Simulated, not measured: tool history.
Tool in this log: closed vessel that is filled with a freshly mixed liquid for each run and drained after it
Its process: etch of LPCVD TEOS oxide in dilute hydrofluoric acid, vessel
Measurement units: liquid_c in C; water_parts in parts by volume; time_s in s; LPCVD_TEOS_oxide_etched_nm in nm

| run | hour | liquid_c | water_parts | time_s | LPCVD_TEOS_oxide_etched_nm |
|---|---|---|---|---|---|
| 1 | 0 | 25 | 60 | 100 | 54.484 |
| 2 | 8.5 | 23 | 70 | 100 | 42.407 |
| 3 | 13 | 23 | 70 | 100 | 42.431 |
| 4 | 18.7 | 23 | 70 | 110 | 46.767 |
| 5 | 21.3 | 21.5 | 75 | 110 | 40.446 |
| 6 | 21.9 | 20.5 | 80 | 110 | 36.655 |

Expected results for the next run?
| 7 | 28.4 | 19.5 | 85 | 110 | ? |

LPCVD_TEOS_oxide_etched_nm: 32.731 nm
